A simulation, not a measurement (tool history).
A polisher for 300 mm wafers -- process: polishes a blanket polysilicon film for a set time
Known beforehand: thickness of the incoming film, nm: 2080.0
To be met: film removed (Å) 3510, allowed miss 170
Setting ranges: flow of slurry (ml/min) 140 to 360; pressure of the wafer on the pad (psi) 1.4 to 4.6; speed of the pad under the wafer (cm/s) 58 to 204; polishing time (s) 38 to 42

| run | hour | flow of slurry (ml/min) | pressure of the wafer on the pad (psi) | speed of the pad under the wafer (cm/s) | polishing time (s) | film removed (Å) |
|---|---|---|---|---|---|---|
| 1 | 0 | 230 | 3 | 130 | 42 | 5544.6 |
| 2 | 8.4 | 230 | 2.7 | 130 | 42 | 5060.7 |
| 3 | 10.6 | 285 | 2.7 | 130 | 42 | 5344.3 |
| 4 | 19.5 | 280 | 2.5 | 130 | 42 | 5113 |
| 5 | 21.9 | 280 | 2.9 | 130 | 42 | 5709.3 |
|  | 24.6 | slurry nozzle cleaned |
| 6 | 24.6 | 270 | 2.6 | 128 | 42 | 5208.9 |
| 7 | 30.2 | 265 | 2.3 | 126 | 42 | 4743.2 |
| 8 | 35.9 | 260 | 2.1 | 124 | 42 | 4400.6 |
| 9 | 44.3 | 255 | 2 | 122 | 42 | 4136.3 |
| 10 | 46.2 | 250 | 1.9 | 122 | 42 | 3952.3 |

Pick the move, out of 5, that brings all results within their allowed miss; only one does.
| A | 48.1 | 210 | 2.4 | 90 | 38 | ? |
| B | 48.1 | 210 | 1.9 | 138 | 39 | ? |
| C | 48.1 | 280 | 1.6 | 114 | 38 | ? |
| D | 48.1 | 200 | 1.6 | 122 | 38 | ? |
| E | 48.1 | 205 | 1.4 | 148 | 38 | ? |

| move | film removed (Å) |
|---|---|
| A | 3038.7 |
| B | 4027 |
| C | 3031.2 |
| D | 3104.9 |
| E | 3474.8 |
A: moves the result that the last run missed by most past its target, out the other side
B: misses by more than the last run did
C: moves the result that the last run missed by most past its target, out the other side
D: moves the result that the last run missed by most past its target, out the other side
E: every result within its allowed miss
Move E is the one to make.
